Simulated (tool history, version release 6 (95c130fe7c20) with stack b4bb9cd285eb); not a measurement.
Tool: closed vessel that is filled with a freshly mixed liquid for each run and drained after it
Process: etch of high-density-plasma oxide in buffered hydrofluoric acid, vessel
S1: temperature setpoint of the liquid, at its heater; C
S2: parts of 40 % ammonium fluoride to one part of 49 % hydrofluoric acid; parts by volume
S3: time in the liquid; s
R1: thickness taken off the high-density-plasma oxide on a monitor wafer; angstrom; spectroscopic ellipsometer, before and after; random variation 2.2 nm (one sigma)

run 1 hour=0.0 | S1=25.0 S2=9.5 S3=105 | R1=2093.2
run 2 hour=1.2 | S1=28.5 S2=9.5 S3=105 | R1=2553.1
run 3 hour=7.0 | S1=29.0 S2=9.5 S3=105 | R1=2602.6
run 4 hour=13.4 | S1=29.5 S2=9.5 S3=105 | R1=2659.1
run 5 hour=20.8 | S1=30.0 S2=9.5 S3=105 | R1=2681.3
run 6 hour=23.5 | S1=30.0 S2=9.5 S3=110 | R1=2878.9
run 7 hour=27.5 | S1=30.5 S2=9.5 S3=110 | R1=2940.6

Forecast run 8:
run 8 hour=31.6 | S1=31.0 S2=9.5 S3=110 | R1=?

Run 8 gave R1 3031.5 angstrom.

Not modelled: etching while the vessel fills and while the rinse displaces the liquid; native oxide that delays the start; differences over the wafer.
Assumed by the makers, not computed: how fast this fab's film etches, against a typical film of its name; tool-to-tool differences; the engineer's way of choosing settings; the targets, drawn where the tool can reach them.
